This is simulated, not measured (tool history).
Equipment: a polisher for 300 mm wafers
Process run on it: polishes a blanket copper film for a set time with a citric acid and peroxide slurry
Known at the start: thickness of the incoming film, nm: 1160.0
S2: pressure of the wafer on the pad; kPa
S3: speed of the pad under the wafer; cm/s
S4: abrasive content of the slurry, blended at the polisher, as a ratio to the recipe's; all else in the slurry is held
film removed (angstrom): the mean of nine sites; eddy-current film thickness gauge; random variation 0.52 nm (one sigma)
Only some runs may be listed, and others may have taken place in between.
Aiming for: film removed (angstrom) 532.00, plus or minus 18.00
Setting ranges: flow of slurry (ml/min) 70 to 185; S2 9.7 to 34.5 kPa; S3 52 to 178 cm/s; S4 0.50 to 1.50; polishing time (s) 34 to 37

{"run": 1, "day": 0.0, "flow of slurry (ml/min)": 120, "S2": 22.1, "S3": 114, "S4": 1.0, "polishing time (s)": 37, "film removed (angstrom)": 896.2}
{"run": 2, "day": 0.246, "flow of slurry (ml/min)": 120, "S2": 22.1, "S3": 114, "S4": 0.9, "polishing time (s)": 37, "film removed (angstrom)": 879.93}
{"run": 3, "day": 0.412, "flow of slurry (ml/min)": 100, "S2": 22.1, "S3": 114, "S4": 0.9, "polishing time (s)": 37, "film removed (angstrom)": 856.17}
{"run": 4, "day": 0.671, "flow of slurry (ml/min)": 100, "S2": 20.7, "S3": 114, "S4": 0.9, "polishing time (s)": 37, "film removed (angstrom)": 793.46}
{"run": 5, "day": 1.021, "flow of slurry (ml/min)": 100, "S2": 20.7, "S3": 114, "S4": 0.95, "polishing time (s)": 37, "film removed (angstrom)": 811.54}
{"run": 6, "day": 1.262, "flow of slurry (ml/min)": 85, "S2": 20.7, "S3": 114, "S4": 0.95, "polishing time (s)": 37, "film removed (angstrom)": 761.57}
{"run": 7, "day": 1.508, "flow of slurry (ml/min)": 85, "S2": 20.7, "S3": 114, "S4": 0.95, "polishing time (s)": 37, "film removed (angstrom)": 789.08}
{"run": 8, "day": 1.704, "flow of slurry (ml/min)": 85, "S2": 19.3, "S3": 114, "S4": 0.95, "polishing time (s)": 37, "film removed (angstrom)": 723.07}
{"run": 9, "day": 1.738, "flow of slurry (ml/min)": 85, "S2": 18.6, "S3": 114, "S4": 0.95, "polishing time (s)": 37, "film removed (angstrom)": 716.11}
{"run": 10, "day": 1.904, "flow of slurry (ml/min)": 85, "S2": 18.6, "S3": 114, "S4": 0.95, "polishing time (s)": 37, "film removed (angstrom)": 702.79}
{"run": 11, "day": 2.192, "flow of slurry (ml/min)": 85, "S2": 17.9, "S3": 114, "S4": 0.95, "polishing time (s)": 37, "film removed (angstrom)": 674.62}
{"run": 12, "day": 2.283, "flow of slurry (ml/min)": 85, "S2": 17.2, "S3": 114, "S4": 0.95, "polishing time (s)": 37, "film removed (angstrom)": 650.25}
{"run": 13, "day": 2.45, "flow of slurry (ml/min)": 85, "S2": 16.5, "S3": 114, "S4": 0.95, "polishing time (s)": 37, "film removed (angstrom)": 629.54}
{"run": 14, "day": 2.725, "flow of slurry (ml/min)": 85, "S2": 15.9, "S3": 114, "S4": 0.95, "polishing time (s)": 37, "film removed (angstrom)": 603.5}

Which of these 4 next moves meets every target?
{"run": "A", "day": 3.0, "flow of slurry (ml/min)": 85, "S2": 24.8, "S3": 64, "S4": 0.9, "polishing time (s)": 34, "film removed (angstrom)": "?"}
{"run": "B", "day": 3.0, "flow of slurry (ml/min)": 100, "S2": 16.5, "S3": 108, "S4": 0.65, "polishing time (s)": 34, "film removed (angstrom)": "?"}
{"run": "C", "day": 3.0, "flow of slurry (ml/min)": 70, "S2": 15.2, "S3": 106, "S4": 0.95, "polishing time (s)": 34, "film removed (angstrom)": "?"}
{"run": "D", "day": 3.0, "flow of slurry (ml/min)": 75, "S2": 12.4, "S3": 126, "S4": 1.0, "polishing time (s)": 36, "film removed (angstrom)": "?"}

move=A film_removed_(angstrom)=484.80
move=B film_removed_(angstrom)=539.69
move=C film_removed_(angstrom)=473.08
move=D film_removed_(angstrom)=498.97
A: pushes the last run's worst result past its target
B: meets every target
C: pushes the last run's worst result past its target
D: pushes the last run's worst result past its target
B is the move that brings every result within its allowed miss.
